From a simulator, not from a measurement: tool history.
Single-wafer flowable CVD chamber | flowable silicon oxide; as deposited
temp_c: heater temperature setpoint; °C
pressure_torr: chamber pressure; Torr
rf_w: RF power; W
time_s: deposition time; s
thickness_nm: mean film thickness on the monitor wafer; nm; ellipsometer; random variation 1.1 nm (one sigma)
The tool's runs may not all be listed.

Run 1, day 0.000: temp_c 100 °C, pressure_torr 0.850 Torr, rf_w 2470 W, time_s 750 s. Result: thickness_nm 492.59 nm.
Run 2, day 0.317: temp_c 100 °C, pressure_torr 0.850 Torr, rf_w 2240 W, time_s 750 s. Result: thickness_nm 488.70 nm.
Run 3, day 0.500: temp_c 103 °C, pressure_torr 0.849 Torr, rf_w 2240 W, time_s 750 s. Result: thickness_nm 442.38 nm.
Run 4, day 0.625: temp_c 103 °C, pressure_torr 0.849 Torr, rf_w 2240 W, time_s 714 s. Result: thickness_nm 419.86 nm.
Run 5, day 0.971: temp_c 95 °C, pressure_torr 0.849 Torr, rf_w 2240 W, time_s 714 s. Result: thickness_nm 531.31 nm.
Run 6, day 1.238: temp_c 99 °C, pressure_torr 0.847 Torr, rf_w 2240 W, time_s 714 s. Result: thickness_nm 474.51 nm.
Run 7, day 1.288: temp_c 102 °C, pressure_torr 0.846 Torr, rf_w 2240 W, time_s 714 s. Result: thickness_nm 430.61 nm.

The next listed run, before its measurement:
Run 8, day 1.504: temp_c 105 °C, pressure_torr 0.845 Torr, rf_w 2240 W, time_s 714 s. Result: thickness_nm ?.

Run 8 gave thickness_nm 395.71 nm.
